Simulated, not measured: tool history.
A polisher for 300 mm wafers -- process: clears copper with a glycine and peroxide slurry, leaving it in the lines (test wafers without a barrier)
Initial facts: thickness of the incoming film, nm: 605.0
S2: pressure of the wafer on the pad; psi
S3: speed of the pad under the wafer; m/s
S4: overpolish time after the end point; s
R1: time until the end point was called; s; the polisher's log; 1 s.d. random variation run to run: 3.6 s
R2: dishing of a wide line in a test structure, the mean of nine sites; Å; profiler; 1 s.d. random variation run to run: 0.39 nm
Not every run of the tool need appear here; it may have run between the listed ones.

{"run": 1, "hour": 0.0, "flow of slurry (ml/min)": 260, "S2": 1.8, "S3": 1, "S4": 17, "R1": 145.78, "R2": 337.14}
{"run": 2, "hour": 4.3, "flow of slurry (ml/min)": 260, "S2": 1.7, "S3": 1, "S4": 16, "R1": 156.26, "R2": 314.26}
{"run": 3, "hour": 7.8, "flow of slurry (ml/min)": 260, "S2": 1.7, "S3": 1, "S4": 12, "R1": 163.57, "R2": 260.26}
{"run": 4, "hour": 12.4, "flow of slurry (ml/min)": 260, "S2": 1.7, "S3": 1.22, "S4": 12, "R1": 134.57, "R2": 290.63}
{"run": 5, "hour": 14.8, "flow of slurry (ml/min)": 260, "S2": 1.4, "S3": 1.22, "S4": 12, "R1": 150.63, "R2": 263.84}
{"run": 6, "hour": 17.2, "flow of slurry (ml/min)": 300, "S2": 1.4, "S3": 1.22, "S4": 12, "R1": 150.5, "R2": 275.78}
{"run": 7, "hour": 22.3, "flow of slurry (ml/min)": 285, "S2": 0.9, "S3": 1.14, "S4": 10, "R1": 203.81, "R2": 191.15}
{"run": 8, "hour": 23.5, "flow of slurry (ml/min)": 285, "S2": 1.1, "S3": 1.1, "S4": 14, "R1": 185.31, "R2": 263.58}
{"run": 9, "hour": 29.4, "flow of slurry (ml/min)": 280, "S2": 1.1, "S3": 1.1, "S4": 14, "R1": 181.32, "R2": 264.46}
{"run": 10, "hour": 36.8, "flow of slurry (ml/min)": 280, "S2": 0.9, "S3": 1.08, "S4": 10, "R1": 204.32, "R2": 189.92}

Expected results for the next run?
{"run": 11, "hour": 43.6, "flow of slurry (ml/min)": 280, "S2": 1.1, "S3": 1.04, "S4": 13, "R1": "?", "R2": "?"}

R1: 191.87 s
R2: 245.89 Å
